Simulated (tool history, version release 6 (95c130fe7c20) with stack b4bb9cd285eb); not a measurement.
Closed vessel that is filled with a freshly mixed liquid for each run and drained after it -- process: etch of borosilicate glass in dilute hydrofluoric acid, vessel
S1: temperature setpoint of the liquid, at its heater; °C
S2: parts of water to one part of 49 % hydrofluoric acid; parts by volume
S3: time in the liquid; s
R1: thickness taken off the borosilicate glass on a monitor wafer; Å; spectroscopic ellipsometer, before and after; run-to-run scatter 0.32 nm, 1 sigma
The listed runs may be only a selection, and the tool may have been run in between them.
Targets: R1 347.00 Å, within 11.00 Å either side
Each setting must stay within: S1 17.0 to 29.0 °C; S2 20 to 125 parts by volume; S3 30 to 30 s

run	day	S1	S2	S3	R1
1	0.000	21.0	70	30	131.54
2	0.308	22.0	65	30	151.85
3	0.342	22.0	90	30	105.21
4	0.608	22.0	90	30	105.41
5	0.862	22.0	75	30	131.95
6	1.142	22.0	85	30	113.43
7	1.442	23.0	75	30	136.20
8	1.700	24.0	65	30	162.43
9	2.088	25.0	60	30	182.96
10	2.175	25.5	55	30	210.22
11	2.542	26.0	50	30	237.08
12	2.858	26.5	50	30	239.06
13	3.142	27.0	45	30	279.95
14	3.238	27.5	45	30	278.55

Exercise: of the 4 proposed moves below, exactly one satisfies all targets within the stated allowed misses. Which move is it?
A	3.333	27.5	35	30	?
B	3.333	28.0	55	30	?
C	3.333	26.0	35	30	?
D	3.333	28.0	35	30	?

move	R1
A	368.01
B	232.04
C	346.16
D	375.54
A: moves the result that the last run missed by most past its target, out the other side
B: misses by more than the last run did
C: every result within its allowed miss
D: moves the result that the last run missed by most past its target, out the other side
The move that meets every target is C.
